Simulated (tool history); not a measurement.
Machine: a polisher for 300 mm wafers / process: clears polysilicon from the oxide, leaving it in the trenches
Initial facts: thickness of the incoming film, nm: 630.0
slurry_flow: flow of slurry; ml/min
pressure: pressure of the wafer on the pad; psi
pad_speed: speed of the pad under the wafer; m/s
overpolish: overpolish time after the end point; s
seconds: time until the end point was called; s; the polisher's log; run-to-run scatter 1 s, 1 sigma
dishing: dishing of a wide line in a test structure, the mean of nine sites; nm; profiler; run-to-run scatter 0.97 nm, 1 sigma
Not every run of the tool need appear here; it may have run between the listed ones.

run  hour  slurry_flow  pressure  pad_speed  overpolish  seconds  dishing
  1   0.0          315       2.0       1.10          12   60.079   56.995
  2   1.7          315       2.0       1.10          11   59.808   56.301
  3   2.6          315       2.0       1.10          10   60.327   54.102
  4   7.7          280       2.0       1.10          10   59.359   51.944
  5  15.9          280       2.0       1.22          10   56.544   55.097
  6  23.9          275       2.0       1.20           9   58.611   52.236
  7  24.5          270       2.0       1.20           8   57.506   47.803

Expected results for the next run?
  8  31.1          265       1.8       1.18           7        ?        ?

Run 8 measured seconds 62.210 s, dishing 41.797 nm.

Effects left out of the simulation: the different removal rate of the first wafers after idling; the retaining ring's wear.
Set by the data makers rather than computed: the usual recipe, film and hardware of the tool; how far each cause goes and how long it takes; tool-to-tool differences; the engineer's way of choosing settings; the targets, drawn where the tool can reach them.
